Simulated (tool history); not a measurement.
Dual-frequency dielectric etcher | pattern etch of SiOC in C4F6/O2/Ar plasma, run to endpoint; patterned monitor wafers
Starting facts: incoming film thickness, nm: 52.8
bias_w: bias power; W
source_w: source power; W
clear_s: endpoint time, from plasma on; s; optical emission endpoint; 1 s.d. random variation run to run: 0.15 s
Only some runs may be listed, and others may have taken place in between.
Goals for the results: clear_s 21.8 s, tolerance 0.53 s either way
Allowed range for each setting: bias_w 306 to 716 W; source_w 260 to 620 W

run  hour  bias_w  source_w  clear_s
  1     0     511       440   16.885
  2   6.3     511       480   16.426
  3  13.6     511       510   15.939
  4  16.4     511       470   16.559
  5  23.9     476       470   16.975
  6  32.3     388       470   18.881
  7  33.4     369       460   19.704
  8  37.4     306       420   22.593
  9  45.7     312       420   22.164

Pick the move, out of 4, that brings all results within their allowed miss; only one does.
  A    54     326       430        ?
  B    54     306       420        ?
  C    54     325       380        ?
  D    54     352       350        ?

move  clear_s
   A   21.513
   B   22.531
   C   22.934
   D   22.923
A: every result lands within tolerance
B: the biggest miss grows against the last run
C: the biggest miss grows against the last run
D: the biggest miss grows against the last run
Correct choice: A, which meets every target

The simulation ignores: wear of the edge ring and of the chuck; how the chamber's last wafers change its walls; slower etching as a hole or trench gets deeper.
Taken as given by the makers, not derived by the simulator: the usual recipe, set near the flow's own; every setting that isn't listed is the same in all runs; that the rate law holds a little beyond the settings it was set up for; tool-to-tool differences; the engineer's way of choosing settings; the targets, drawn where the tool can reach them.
